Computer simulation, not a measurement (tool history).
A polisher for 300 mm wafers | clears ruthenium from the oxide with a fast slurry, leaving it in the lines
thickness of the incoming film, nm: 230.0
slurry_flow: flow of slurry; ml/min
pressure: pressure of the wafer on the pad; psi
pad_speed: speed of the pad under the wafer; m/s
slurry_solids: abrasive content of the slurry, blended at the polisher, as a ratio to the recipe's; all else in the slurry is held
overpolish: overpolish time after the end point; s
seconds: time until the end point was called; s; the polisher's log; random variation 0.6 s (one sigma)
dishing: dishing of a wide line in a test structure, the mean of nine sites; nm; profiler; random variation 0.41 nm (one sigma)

| run | hour | slurry_flow | pressure | pad_speed | slurry_solids | overpolish | seconds | dishing |
|---|---|---|---|---|---|---|---|---|
| 1 | 0 | 120 | 3.2 | 1.26 | 1 | 9 | 44.343 | 40.776 |
| 2 | 7.4 | 120 | 3.1 | 1.26 | 1 | 8 | 45.303 | 36.439 |
| 3 | 14.5 | 120 | 3.1 | 1.5 | 1 | 8 | 39.199 | 39.565 |
| 4 | 21.6 | 115 | 2.9 | 1.5 | 1 | 8 | 41.965 | 37.172 |
| 5 | 26.3 | 105 | 2.9 | 1.5 | 1 | 8 | 43.925 | 36.004 |
| 6 | 30 | 105 | 2.9 | 1.8 | 1 | 8 | 37.149 | 42.045 |

Forecast run 7:
| 7 | 33.2 | 100 | 2.7 | 1.8 | 1 | 8 | ? | ? |

Run 7 gave seconds 40.132 s, dishing 40.053 nm.
